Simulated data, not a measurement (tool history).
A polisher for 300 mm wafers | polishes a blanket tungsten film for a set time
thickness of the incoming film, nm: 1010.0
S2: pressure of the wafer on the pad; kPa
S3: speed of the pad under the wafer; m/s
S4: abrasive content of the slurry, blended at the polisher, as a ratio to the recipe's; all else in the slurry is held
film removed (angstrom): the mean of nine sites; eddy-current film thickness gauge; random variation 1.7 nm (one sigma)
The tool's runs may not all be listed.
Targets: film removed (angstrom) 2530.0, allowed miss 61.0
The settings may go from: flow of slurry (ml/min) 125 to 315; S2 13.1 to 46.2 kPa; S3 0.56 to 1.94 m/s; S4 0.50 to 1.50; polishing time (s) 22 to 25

run 1 hour=0.0 | flow_of_slurry_(ml/min)=205 S2=29.6 S3=1.24 S4=1.00 polishing_time_(s)=25 | film_removed_(angstrom)=1669.6
run 2 hour=5.4 | flow_of_slurry_(ml/min)=205 S2=29.6 S3=1.02 S4=1.00 polishing_time_(s)=25 | film_removed_(angstrom)=1454.7
run 3 hour=10.9 | flow_of_slurry_(ml/min)=205 S2=25.5 S3=1.02 S4=1.00 polishing_time_(s)=25 | film_removed_(angstrom)=1308.0
run 4 hour=15.2 | flow_of_slurry_(ml/min)=205 S2=21.4 S3=1.02 S4=1.00 polishing_time_(s)=25 | film_removed_(angstrom)=1190.9
run 5 hour=21.1 | flow_of_slurry_(ml/min)=210 S2=26.9 S3=1.06 S4=1.00 polishing_time_(s)=25 | film_removed_(angstrom)=1397.2
run 6 hour=22.7 | flow_of_slurry_(ml/min)=210 S2=26.9 S3=0.84 S4=1.00 polishing_time_(s)=25 | film_removed_(angstrom)=1216.3
run 7 hour=25.3 | flow_of_slurry_(ml/min)=220 S2=31.7 S3=0.92 S4=1.00 polishing_time_(s)=25 | film_removed_(angstrom)=1425.8
run 8 hour=29.6 | flow_of_slurry_(ml/min)=220 S2=35.2 S3=1.00 S4=1.00 polishing_time_(s)=25 | film_removed_(angstrom)=1646.6
run 9 hour=32.6 | flow_of_slurry_(ml/min)=250 S2=43.4 S3=1.16 S4=1.00 polishing_time_(s)=25 | film_removed_(angstrom)=2165.5
run 10 hour=38.5 | flow_of_slurry_(ml/min)=250 S2=44.1 S3=1.20 S4=1.00 polishing_time_(s)=25 | film_removed_(angstrom)=2226.7
run 11 hour=41.8 | flow_of_slurry_(ml/min)=250 S2=44.8 S3=1.22 S4=1.00 polishing_time_(s)=25 | film_removed_(angstrom)=2310.6
run 12 hour=42.4 | flow_of_slurry_(ml/min)=250 S2=44.8 S3=1.24 S4=1.00 polishing_time_(s)=25 | film_removed_(angstrom)=2328.1
run 13 hour=49.2 | flow_of_slurry_(ml/min)=250 S2=44.8 S3=1.26 S4=1.00 polishing_time_(s)=25 | film_removed_(angstrom)=2375.0
run 14 hour=57.9 | flow_of_slurry_(ml/min)=250 S2=44.8 S3=1.28 S4=1.00 polishing_time_(s)=25 | film_removed_(angstrom)=2385.7
run 15 hour=64.2 | flow_of_slurry_(ml/min)=250 S2=44.8 S3=1.30 S4=1.00 polishing_time_(s)=25 | film_removed_(angstrom)=2385.9

5 next moves are on the table. One of them brings every result within its allowed miss. Which?
run A hour=70.5 | flow_of_slurry_(ml/min)=260 S2=40.0 S3=1.28 S4=1.00 polishing_time_(s)=25 | film_removed_(angstrom)=?
run B hour=70.5 | flow_of_slurry_(ml/min)=235 S2=46.2 S3=1.18 S4=1.00 polishing_time_(s)=25 | film_removed_(angstrom)=?
run C hour=70.5 | flow_of_slurry_(ml/min)=185 S2=41.4 S3=1.18 S4=1.35 polishing_time_(s)=24 | film_removed_(angstrom)=?
run D hour=70.5 | flow_of_slurry_(ml/min)=275 S2=46.2 S3=1.10 S4=1.10 polishing_time_(s)=25 | film_removed_(angstrom)=?
run E hour=70.5 | flow_of_slurry_(ml/min)=275 S2=46.2 S3=1.32 S4=1.00 polishing_time_(s)=25 | film_removed_(angstrom)=?

move=A film_removed_(angstrom)=2194.0
move=B film_removed_(angstrom)=2290.5
move=C film_removed_(angstrom)=2162.0
move=D film_removed_(angstrom)=2296.6
move=E film_removed_(angstrom)=2521.9
A: further off than the last run
B: further off than the last run
C: further off than the last run
D: further off than the last run
E: meets every target
The right move is E.
